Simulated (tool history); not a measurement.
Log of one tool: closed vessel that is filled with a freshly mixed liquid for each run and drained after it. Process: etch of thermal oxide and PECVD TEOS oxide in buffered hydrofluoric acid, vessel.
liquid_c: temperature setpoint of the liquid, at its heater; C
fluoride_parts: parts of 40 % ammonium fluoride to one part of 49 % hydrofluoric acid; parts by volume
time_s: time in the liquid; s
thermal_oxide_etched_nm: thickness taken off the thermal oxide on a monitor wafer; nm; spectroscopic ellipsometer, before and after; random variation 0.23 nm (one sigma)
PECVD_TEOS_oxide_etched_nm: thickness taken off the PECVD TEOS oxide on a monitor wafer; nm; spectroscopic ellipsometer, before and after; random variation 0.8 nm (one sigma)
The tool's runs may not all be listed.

run 1 hour=0 | liquid_c=24 fluoride_parts=17.5 time_s=60 | thermal_oxide_etched_nm=44.557 PECVD_TEOS_oxide_etched_nm=111.64
run 2 hour=0.5 | liquid_c=20.5 fluoride_parts=17.5 time_s=60 | thermal_oxide_etched_nm=36.857 PECVD_TEOS_oxide_etched_nm=89.291
run 3 hour=8.2 | liquid_c=20 fluoride_parts=18 time_s=60 | thermal_oxide_etched_nm=34.748 PECVD_TEOS_oxide_etched_nm=84.064
run 4 hour=11.3 | liquid_c=22 fluoride_parts=18 time_s=60 | thermal_oxide_etched_nm=39.306 PECVD_TEOS_oxide_etched_nm=93.907
run 5 hour=19.3 | liquid_c=20.5 fluoride_parts=17.5 time_s=60 | thermal_oxide_etched_nm=36.986 PECVD_TEOS_oxide_etched_nm=90.001
run 6 hour=27.7 | liquid_c=20.5 fluoride_parts=22.5 time_s=60 | thermal_oxide_etched_nm=29.779 PECVD_TEOS_oxide_etched_nm=72.733
run 7 hour=30.8 | liquid_c=21.5 fluoride_parts=22.5 time_s=60 | thermal_oxide_etched_nm=31.535 PECVD_TEOS_oxide_etched_nm=77.2

Run 8 comes next. What will it give?
run 8 hour=39.1 | liquid_c=22 fluoride_parts=22.5 time_s=60 | thermal_oxide_etched_nm=? PECVD_TEOS_oxide_etched_nm=?

Run 8 gave thermal_oxide_etched_nm 32.317 nm, PECVD_TEOS_oxide_etched_nm 78.321 nm.
